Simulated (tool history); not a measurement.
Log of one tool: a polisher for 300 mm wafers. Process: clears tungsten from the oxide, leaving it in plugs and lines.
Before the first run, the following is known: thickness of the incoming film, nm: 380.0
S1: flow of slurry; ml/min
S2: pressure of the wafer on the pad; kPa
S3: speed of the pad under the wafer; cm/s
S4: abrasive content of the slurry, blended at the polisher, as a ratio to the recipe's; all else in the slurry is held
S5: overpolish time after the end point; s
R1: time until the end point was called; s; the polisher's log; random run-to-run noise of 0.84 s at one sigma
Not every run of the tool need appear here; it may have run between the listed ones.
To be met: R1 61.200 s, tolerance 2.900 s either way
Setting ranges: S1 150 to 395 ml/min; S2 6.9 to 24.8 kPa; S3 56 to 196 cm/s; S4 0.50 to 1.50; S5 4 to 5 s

run	hour	S1	S2	S3	S4	S5	R1
1	0.0	250	15.9	126	1.00	5	121.410
2	2.1	230	15.9	126	1.00	5	126.730
3	7.6	230	19.3	126	1.00	5	109.820
4	11.3	230	19.3	126	1.00	4	109.720
5	18.5	230	19.3	100	1.00	4	130.510
6	26.7	230	19.3	100	1.00	5	131.940
7	34.4	245	20.7	114	1.00	5	110.950
8	40.3	255	21.4	126	1.00	5	100.180
9	42.3	260	24.8	162	1.10	5	68.707
10	46.6	260	24.8	166	1.10	5	68.760
11	49.6	260	24.8	170	1.10	5	66.599
12	56.8	260	24.8	174	1.10	5	64.468
# hour 64.5: slurry tank refilled with fresh slurry and peroxide
13	64.5	260	24.8	176	1.10	5	55.104
14	65.7	260	22.8	176	1.10	5	57.584
15	71.9	255	22.8	176	1.10	5	57.748

Which one of the following 4 next-run settings gets every result inside its allowed miss? There is exactly one.
A	78.1	220	22.1	162	1.30	5	?
B	78.1	270	24.1	172	1.15	5	?
C	78.1	195	22.8	196	1.10	4	?
D	78.1	220	24.8	182	1.25	5	?

move	R1
A	62.491
B	55.880
C	54.390
D	51.911
A: all results in spec
B: its largest miss is bigger than the last run's
C: its largest miss is bigger than the last run's
D: its largest miss is bigger than the last run's
So the answer is move A, the one that meets all the targets.

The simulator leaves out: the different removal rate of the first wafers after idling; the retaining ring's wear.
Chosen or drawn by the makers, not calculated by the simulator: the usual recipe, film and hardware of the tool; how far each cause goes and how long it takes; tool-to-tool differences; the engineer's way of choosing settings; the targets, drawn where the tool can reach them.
